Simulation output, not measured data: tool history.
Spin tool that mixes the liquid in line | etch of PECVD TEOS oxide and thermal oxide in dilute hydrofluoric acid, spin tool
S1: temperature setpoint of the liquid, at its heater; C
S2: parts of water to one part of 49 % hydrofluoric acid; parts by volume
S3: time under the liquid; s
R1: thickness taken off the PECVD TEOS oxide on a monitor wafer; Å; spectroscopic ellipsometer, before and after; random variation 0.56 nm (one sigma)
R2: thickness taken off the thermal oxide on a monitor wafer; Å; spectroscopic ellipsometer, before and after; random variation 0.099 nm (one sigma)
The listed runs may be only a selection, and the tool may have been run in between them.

{"run": 1, "day": 0.0, "S1": 20.0, "S2": 70, "S3": 110, "R1": 310.49, "R2": 61.182}
{"run": 2, "day": 0.104, "S1": 20.0, "S2": 70, "S3": 135, "R1": 374.44, "R2": 76.201}
{"run": 3, "day": 0.254, "S1": 20.0, "S2": 85, "S3": 135, "R1": 304.74, "R2": 60.799}
{"run": 4, "day": 0.608, "S1": 20.0, "S2": 105, "S3": 135, "R1": 241.44, "R2": 49.359}
{"run": 5, "day": 0.825, "S1": 22.5, "S2": 90, "S3": 135, "R1": 319.3, "R2": 63.49}
{"run": 6, "day": 0.946, "S1": 22.5, "S2": 90, "S3": 100, "R1": 237.89, "R2": 47.748}
{"run": 7, "day": 1.104, "S1": 26.5, "S2": 60, "S3": 100, "R1": 428.64, "R2": 87.989}
{"run": 8, "day": 1.175, "S1": 27.5, "S2": 40, "S3": 100, "R1": 694.87, "R2": 139.14}
{"run": 9, "day": 1.542, "S1": 26.5, "S2": 40, "S3": 100, "R1": 666.41, "R2": 134.17}

Run 10 has not been measured yet. What should we expect?
{"run": 10, "day": 1.804, "S1": 25.5, "S2": 40, "S3": 100, "R1": "?", "R2": "?"}

{"run 10": {"R1": 641.54, "R2": 130.31}}
